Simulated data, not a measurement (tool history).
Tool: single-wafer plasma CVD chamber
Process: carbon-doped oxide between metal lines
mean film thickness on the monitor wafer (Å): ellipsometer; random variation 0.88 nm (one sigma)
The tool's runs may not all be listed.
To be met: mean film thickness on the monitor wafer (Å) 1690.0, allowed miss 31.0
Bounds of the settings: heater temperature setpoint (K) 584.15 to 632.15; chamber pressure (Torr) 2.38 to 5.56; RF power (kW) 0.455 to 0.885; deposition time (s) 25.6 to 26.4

run	day	heater temperature setpoint (K)	chamber pressure (Torr)	RF power (kW)	deposition time (s)	mean film thickness on the monitor wafer (Å)
1	0.000	608.15	3.97	0.670	25.6	1540.1
2	0.058	608.15	3.97	0.670	25.6	1541.6
3	0.304	599.15	3.97	0.670	25.6	1595.4
4	0.479	599.15	3.97	0.610	25.6	1522.8
5	0.842	597.15	4.10	0.620	25.6	1551.0
6	0.917	595.15	4.20	0.630	25.6	1586.4
7	1.212	593.15	4.28	0.635	25.6	1607.0
8	1.375	592.15	4.34	0.640	25.6	1609.2
9	1.725	591.15	4.37	0.645	25.6	1640.6
10	1.892	590.15	4.40	0.645	25.6	1639.3
11	2.112	589.15	4.43	0.650	25.6	1656.4

4 next moves are on the table. One of them brings every result within its allowed miss. Which?
A	2.333	591.15	4.08	0.665	26.3	?
B	2.333	584.15	4.73	0.650	26.4	?
C	2.333	587.15	3.89	0.695	26.4	?
D	2.333	589.15	3.94	0.650	25.6	?

move	mean film thickness on the monitor wafer (Å)
A	1681.3
B	1754.3
C	1734.3
D	1622.7
A: meets every target
B: takes the result that was furthest off past its target
C: takes the result that was furthest off past its target
D: further off than the last run
Answer: A
